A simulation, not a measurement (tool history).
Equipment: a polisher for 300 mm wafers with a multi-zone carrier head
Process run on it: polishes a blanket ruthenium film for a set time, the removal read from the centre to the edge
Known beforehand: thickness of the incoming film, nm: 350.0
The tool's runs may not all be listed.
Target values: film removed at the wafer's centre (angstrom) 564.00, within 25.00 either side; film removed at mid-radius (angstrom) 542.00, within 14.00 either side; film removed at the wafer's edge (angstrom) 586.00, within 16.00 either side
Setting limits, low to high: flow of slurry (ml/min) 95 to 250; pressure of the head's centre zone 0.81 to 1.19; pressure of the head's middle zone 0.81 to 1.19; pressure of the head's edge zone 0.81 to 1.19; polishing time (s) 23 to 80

| run | hour | flow of slurry (ml/min) | pressure of the head's centre zone | pressure of the head's middle zone | pressure of the head's edge zone | polishing time (s) | film removed at the wafer's centre (angstrom) | film removed at mid-radius (angstrom) | film removed at the wafer's edge (angstrom) |
|---|---|---|---|---|---|---|---|---|---|
| 1 | 0.0 | 160 | 1.00 | 1.00 | 1.00 | 51 | 439.21 | 460.29 | 451.89 |
| 2 | 4.5 | 165 | 1.01 | 1.00 | 1.02 | 52 | 446.13 | 465.64 | 466.53 |
| 3 | 10.3 | 165 | 1.01 | 1.00 | 1.02 | 40 | 353.28 | 363.93 | 368.22 |
| 4 | 14.7 | 170 | 1.02 | 1.00 | 1.04 | 42 | 373.87 | 379.02 | 389.54 |
|  | 16.6 | slurry nozzle cleaned |
| 5 | 16.6 | 175 | 1.03 | 1.01 | 1.06 | 44 | 417.12 | 425.60 | 426.84 |
| 6 | 21.0 | 180 | 1.03 | 1.00 | 1.08 | 45 | 428.68 | 433.18 | 446.49 |
| 7 | 27.1 | 185 | 1.03 | 1.00 | 1.09 | 45 | 431.20 | 427.95 | 442.58 |
| 8 | 29.1 | 185 | 1.03 | 1.00 | 1.10 | 46 | 450.73 | 442.73 | 446.97 |

Exactly one of the 4 candidate moves below puts every result within its allowed miss. Which one?
| A | 31.1 | 125 | 0.99 | 1.13 | 1.12 | 59 | ? | ? | ? |
| B | 31.1 | 140 | 1.03 | 0.85 | 1.12 | 60 | ? | ? | ? |
| C | 31.1 | 185 | 1.01 | 0.92 | 1.04 | 61 | ? | ? | ? |
| D | 31.1 | 215 | 1.06 | 1.00 | 1.10 | 52 | ? | ? | ? |

| move | film removed at the wafer's centre (angstrom) | film removed at mid-radius (angstrom) | film removed at the wafer's edge (angstrom) |
|---|---|---|---|
| A | 513.62 | 606.86 | 567.68 |
| B | 551.23 | 492.44 | 585.30 |
| C | 570.47 | 552.46 | 586.60 |
| D | 520.36 | 513.25 | 519.96 |
A: gains on the last run, yet a result remains outside its allowed miss
B: the furthest-off result lands on target, but another misses its tolerance
C: each result inside its tolerance
D: gains on the last run, yet a result remains outside its allowed miss
The move that meets every target is C.
